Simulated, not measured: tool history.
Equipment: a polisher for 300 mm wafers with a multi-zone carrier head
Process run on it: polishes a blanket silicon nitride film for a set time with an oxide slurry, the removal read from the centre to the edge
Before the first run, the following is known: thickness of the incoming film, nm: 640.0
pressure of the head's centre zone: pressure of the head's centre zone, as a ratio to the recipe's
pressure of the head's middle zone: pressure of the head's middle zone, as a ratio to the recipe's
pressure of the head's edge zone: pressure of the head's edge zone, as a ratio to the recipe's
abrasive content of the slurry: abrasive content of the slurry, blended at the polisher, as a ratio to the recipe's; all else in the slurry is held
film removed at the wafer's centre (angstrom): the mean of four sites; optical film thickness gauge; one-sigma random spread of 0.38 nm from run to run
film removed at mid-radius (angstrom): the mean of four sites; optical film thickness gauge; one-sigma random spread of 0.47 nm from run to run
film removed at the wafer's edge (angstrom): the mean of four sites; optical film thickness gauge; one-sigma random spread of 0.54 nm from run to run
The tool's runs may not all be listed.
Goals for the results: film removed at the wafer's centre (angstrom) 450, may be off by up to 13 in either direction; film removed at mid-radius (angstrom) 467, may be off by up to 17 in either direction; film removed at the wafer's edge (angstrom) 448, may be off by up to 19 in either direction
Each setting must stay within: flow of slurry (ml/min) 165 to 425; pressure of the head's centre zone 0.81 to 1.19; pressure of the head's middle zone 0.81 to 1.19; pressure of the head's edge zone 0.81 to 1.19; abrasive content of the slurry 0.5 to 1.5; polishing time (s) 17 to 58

run	hour	flow of slurry (ml/min)	pressure of the head's centre zone	pressure of the head's middle zone	pressure of the head's edge zone	abrasive content of the slurry	polishing time (s)	film removed at the wafer's centre (angstrom)	film removed at mid-radius (angstrom)	film removed at the wafer's edge (angstrom)
1	0	275	1	1	1	1	37	280.32	281.98	281.39
2	6.9	235	1	1	1	1	37	271.94	284.45	275.59
3	9.6	235	1	1	1	1.15	37	288.7	291.36	293.52
4	16.4	230	1.01	1.02	1.01	1.2	38	300.95	312.17	296.6
5	24.2	240	1.01	1.02	1.02	1.25	39	314.06	324.33	318.67
6	25	240	1.01	1.02	0.95	1.25	39	317.67	319.31	306.5
7	26.9	250	1.02	1.03	0.97	1.3	40	338.35	337.4	325.62
8	28.7	265	1.06	1.13	1.07	1.5	47	443.15	458.24	418.71
9	32.5	265	1.06	1.13	1.08	1.5	47	434.71	459.17	423.51

Consider the 5 candidate settings below. Which is the only one whose results all fall within their allowed miss of target?
A	36.3	230	1.02	1.19	0.96	1.45	48	?	?	?
B	36.3	325	1.06	1.11	1.14	1.45	48	?	?	?
C	36.3	245	1.06	1.19	1.01	1.45	47	?	?	?
D	36.3	300	1.03	1.16	1.11	1.45	46	?	?	?
E	36.3	210	1.04	1.03	1.15	1.5	49	?	?	?

move	film removed at the wafer's centre (angstrom)	film removed at mid-radius (angstrom)	film removed at the wafer's edge (angstrom)
A	416.53	473.35	398.56
B	452.85	464.19	446.07
C	428.13	467.45	402
D	418.02	458.42	419.1
E	431.09	425.5	443.98
A: further off than the last run
B: meets every target
C: further off than the last run
D: further off than the last run
E: the furthest-off result lands on target, but another misses its tolerance
B meets every target.
